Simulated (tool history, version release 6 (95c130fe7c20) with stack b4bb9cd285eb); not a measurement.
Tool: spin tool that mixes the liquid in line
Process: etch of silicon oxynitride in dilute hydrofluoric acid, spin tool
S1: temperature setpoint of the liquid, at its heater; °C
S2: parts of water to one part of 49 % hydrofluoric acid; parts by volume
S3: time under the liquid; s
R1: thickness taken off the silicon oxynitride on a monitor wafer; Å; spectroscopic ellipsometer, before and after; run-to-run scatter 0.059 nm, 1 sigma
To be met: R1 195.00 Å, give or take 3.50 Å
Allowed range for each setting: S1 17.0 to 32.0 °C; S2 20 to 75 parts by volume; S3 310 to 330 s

{"run": 1, "hour": 0.0, "S1": 24.0, "S2": 45, "S3": 310, "R1": 140.93}
{"run": 2, "hour": 5.7, "S1": 20.5, "S2": 45, "S3": 310, "R1": 118.49}
{"run": 3, "hour": 13.2, "S1": 20.5, "S2": 45, "S3": 310, "R1": 117.92}
{"run": 4, "hour": 18.1, "S1": 23.0, "S2": 45, "S3": 310, "R1": 134.92}
{"run": 5, "hour": 18.8, "S1": 24.5, "S2": 45, "S3": 310, "R1": 145.15}
{"run": 6, "hour": 19.9, "S1": 24.5, "S2": 40, "S3": 310, "R1": 164.09}
{"run": 7, "hour": 21.2, "S1": 25.5, "S2": 40, "S3": 310, "R1": 171.02}
{"run": 8, "hour": 30.0, "S1": 26.0, "S2": 40, "S3": 310, "R1": 175.34}
{"run": 9, "hour": 32.6, "S1": 26.5, "S2": 40, "S3": 310, "R1": 181.04}
{"run": 10, "hour": 34.1, "S1": 26.5, "S2": 40, "S3": 310, "R1": 180.74}

Which one of the following 5 next-run settings gets every result inside its allowed miss? There is exactly one.
{"run": "A", "hour": 35.6, "S1": 25.5, "S2": 45, "S3": 330, "R1": "?"}
{"run": "B", "hour": 35.6, "S1": 29.5, "S2": 45, "S3": 330, "R1": "?"}
{"run": "C", "hour": 35.6, "S1": 24.5, "S2": 35, "S3": 310, "R1": "?"}
{"run": "D", "hour": 35.6, "S1": 26.5, "S2": 45, "S3": 310, "R1": "?"}
{"run": "E", "hour": 35.6, "S1": 29.0, "S2": 40, "S3": 310, "R1": "?"}

move=A R1=162.00
move=B R1=196.02
move=C R1=187.83
move=D R1=159.69
move=E R1=203.32
A: lands further from the targets than the last run did
B: every result within its allowed miss
C: closer than the last run, but not yet in spec
D: lands further from the targets than the last run did
E: pushes the last run's worst result past its target
B is the move that brings every result within its allowed miss.
